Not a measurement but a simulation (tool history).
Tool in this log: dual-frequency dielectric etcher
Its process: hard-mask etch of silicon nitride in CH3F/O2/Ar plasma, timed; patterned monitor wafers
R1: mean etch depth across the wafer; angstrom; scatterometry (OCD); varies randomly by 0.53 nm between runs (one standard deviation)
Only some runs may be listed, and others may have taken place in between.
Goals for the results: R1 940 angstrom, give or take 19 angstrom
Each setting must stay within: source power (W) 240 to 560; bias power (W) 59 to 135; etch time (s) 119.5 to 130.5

run 1 hour=0 | source_power_(W)=400 bias_power_(W)=97 etch_time_(s)=130.5 | R1=1041.6
run 2 hour=4.2 | source_power_(W)=430 bias_power_(W)=97 etch_time_(s)=130.5 | R1=1066.1
run 3 hour=8.6 | source_power_(W)=430 bias_power_(W)=112 etch_time_(s)=130.5 | R1=1117
run 4 hour=13.6 | source_power_(W)=430 bias_power_(W)=118 etch_time_(s)=130.5 | R1=1125
run 5 hour=14.8 | source_power_(W)=500 bias_power_(W)=118 etch_time_(s)=130.5 | R1=1189.3
run 6 hour=15.8 | source_power_(W)=500 bias_power_(W)=118 etch_time_(s)=119.5 | R1=1089.8
run 7 hour=20.6 | source_power_(W)=420 bias_power_(W)=110 etch_time_(s)=119.5 | R1=988.91
run 8 hour=24.4 | source_power_(W)=420 bias_power_(W)=110 etch_time_(s)=119.5 | R1=990.65
run 9 hour=25.4 | source_power_(W)=400 bias_power_(W)=109 etch_time_(s)=119.5 | R1=976.36
run 10 hour=33.2 | source_power_(W)=390 bias_power_(W)=108 etch_time_(s)=119.5 | R1=969.04
-- hour=41.5 source power generator calibrated
run 11 hour=41.5 | source_power_(W)=380 bias_power_(W)=107 etch_time_(s)=119.5 | R1=969.23

Consider the 5 candidate settings below. Which is the only one whose results all fall within their allowed miss of target?
run A hour=49.8 | source_power_(W)=360 bias_power_(W)=96 etch_time_(s)=130.5 | R1=?
run B hour=49.8 | source_power_(W)=440 bias_power_(W)=77 etch_time_(s)=122 | R1=?
run C hour=49.8 | source_power_(W)=350 bias_power_(W)=95 etch_time_(s)=130 | R1=?
run D hour=49.8 | source_power_(W)=340 bias_power_(W)=127 etch_time_(s)=125.5 | R1=?
run E hour=49.8 | source_power_(W)=380 bias_power_(W)=98 etch_time_(s)=130.5 | R1=?

move=A R1=1001.6
move=B R1=935.89
move=C R1=986.16
move=D R1=1033.6
move=E R1=1024.7
A: lands further from the targets than the last run did
B: all results land within tolerance of their targets
C: lands further from the targets than the last run did
D: lands further from the targets than the last run did
E: lands further from the targets than the last run did
Answer: B
